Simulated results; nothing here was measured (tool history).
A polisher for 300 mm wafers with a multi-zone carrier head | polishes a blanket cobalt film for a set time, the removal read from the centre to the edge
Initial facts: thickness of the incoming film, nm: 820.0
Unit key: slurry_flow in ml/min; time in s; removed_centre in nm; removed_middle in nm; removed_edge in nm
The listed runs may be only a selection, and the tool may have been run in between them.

Run 1, hour 0: slurry_flow 225 ml/min, centre_zone 1, middle_zone 1, edge_zone 1, time 43 s. Result: removed_centre 288.51 nm, removed_middle 288.29 nm, removed_edge 286.8 nm.
Run 2, hour 4.9: slurry_flow 225 ml/min, centre_zone 0.91, middle_zone 1, edge_zone 1, time 43 s. Result: removed_centre 260.72 nm, removed_middle 285.4 nm, removed_edge 287.74 nm.
Run 3, hour 8.7: slurry_flow 275 ml/min, centre_zone 0.91, middle_zone 1, edge_zone 1, time 43 s. Result: removed_centre 274.91 nm, removed_middle 294.23 nm, removed_edge 283.45 nm.
Run 4, hour 13.7: slurry_flow 275 ml/min, centre_zone 0.91, middle_zone 1, edge_zone 1, time 51 s. Result: removed_centre 317.95 nm, removed_middle 339.88 nm, removed_edge 344.97 nm.
Run 5, hour 15.3: slurry_flow 275 ml/min, centre_zone 0.86, middle_zone 1, edge_zone 1, time 51 s. Result: removed_centre 296.63 nm, removed_middle 355.48 nm, removed_edge 347.23 nm.
Run 6, hour 21.4: slurry_flow 275 ml/min, centre_zone 0.86, middle_zone 1, edge_zone 1, time 61 s. Result: removed_centre 357.05 nm, removed_middle 410.93 nm, removed_edge 411.01 nm.
Run 7, hour 28: slurry_flow 270 ml/min, centre_zone 0.86, middle_zone 0.98, edge_zone 0.99, time 56 s. Result: removed_centre 322.42 nm, removed_middle 368.75 nm, removed_edge 378.32 nm.
Run 8, hour 28.6: slurry_flow 270 ml/min, centre_zone 0.87, middle_zone 0.97, edge_zone 0.98, time 52 s. Result: removed_centre 305.46 nm, removed_middle 331.74 nm, removed_edge 350.64 nm.
Run 9, hour 31.9: slurry_flow 245 ml/min, centre_zone 0.85, middle_zone 0.99, edge_zone 0.88, time 40 s. Result: removed_centre 230.46 nm, removed_middle 266.06 nm, removed_edge 251.81 nm.
Run 10, hour 33.1: slurry_flow 245 ml/min, centre_zone 0.85, middle_zone 0.98, edge_zone 0.88, time 39 s. Result: removed_centre 218.5 nm, removed_middle 251.24 nm, removed_edge 246.05 nm.
Run 11, hour 40.4: slurry_flow 245 ml/min, centre_zone 0.85, middle_zone 0.97, edge_zone 0.88, time 38 s. Result: removed_centre 217.56 nm, removed_middle 246.36 nm, removed_edge 234.6 nm.
Run 12, hour 46.4: slurry_flow 240 ml/min, centre_zone 0.85, middle_zone 0.95, edge_zone 0.88, time 38 s. Result: removed_centre 214.92 nm, removed_middle 239.61 nm, removed_edge 241.93 nm.
Run 13, hour 51.7: slurry_flow 240 ml/min, centre_zone 0.85, middle_zone 0.94, edge_zone 0.88, time 37 s. Result: removed_centre 207.53 nm, removed_middle 232.5 nm, removed_edge 231.64 nm.
Run 14, hour 55.3: slurry_flow 240 ml/min, centre_zone 0.85, middle_zone 0.93, edge_zone 0.88, time 37 s. Result: removed_centre 204.1 nm, removed_middle 233.36 nm, removed_edge 238.41 nm.
Run 15, hour 63.1: slurry_flow 240 ml/min, centre_zone 0.86, middle_zone 0.92, edge_zone 0.88, time 36 s. Result: removed_centre 208.31 nm, removed_middle 222 nm, removed_edge 226 nm.
Run 16, hour 71.1: slurry_flow 240 ml/min, centre_zone 0.86, middle_zone 0.91, edge_zone 0.88, time 36 s. Result: removed_centre 209.22 nm, removed_middle 224.91 nm, removed_edge 220.18 nm.
Run 17, hour 74.3: slurry_flow 235 ml/min, centre_zone 0.86, middle_zone 0.9, edge_zone 0.89, time 36 s. Result: removed_centre 204.56 nm, removed_middle 219.17 nm, removed_edge 225.48 nm.

The next listed run, before its measurement:
Run 18, hour 78: slurry_flow 235 ml/min, centre_zone 0.86, middle_zone 0.89, edge_zone 0.89, time 36 s. Result: removed_centre ?, removed_middle ?, removed_edge ?.

removed_centre: 207.96 nm
removed_middle: 216.71 nm
removed_edge: 227.61 nm
